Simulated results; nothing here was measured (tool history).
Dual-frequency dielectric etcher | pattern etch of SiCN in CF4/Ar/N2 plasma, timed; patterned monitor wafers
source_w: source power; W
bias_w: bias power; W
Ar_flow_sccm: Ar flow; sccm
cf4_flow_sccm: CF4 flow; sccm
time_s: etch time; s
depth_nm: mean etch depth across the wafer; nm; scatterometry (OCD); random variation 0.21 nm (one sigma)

run 1 day=0 | source_w=340 bias_w=83 Ar_flow_sccm=113 cf4_flow_sccm=78 time_s=65.5 | depth_nm=42.331
run 2 day=0.062 | source_w=340 bias_w=95 Ar_flow_sccm=113 cf4_flow_sccm=78 time_s=65.5 | depth_nm=44.245
run 3 day=0.158 | source_w=320 bias_w=93 Ar_flow_sccm=114 cf4_flow_sccm=78 time_s=65.5 | depth_nm=41.558
run 4 day=0.258 | source_w=300 bias_w=92 Ar_flow_sccm=114 cf4_flow_sccm=78 time_s=65.5 | depth_nm=38.507
run 5 day=0.417 | source_w=300 bias_w=92 Ar_flow_sccm=114 cf4_flow_sccm=84 time_s=65.5 | depth_nm=39.112
run 6 day=0.575 | source_w=290 bias_w=91 Ar_flow_sccm=114 cf4_flow_sccm=84 time_s=65.5 | depth_nm=37.776

Run 7 comes next. What will it give?
run 7 day=0.629 | source_w=280 bias_w=91 Ar_flow_sccm=114 cf4_flow_sccm=84 time_s=65.5 | depth_nm=?

depth_nm: 36.022 nm
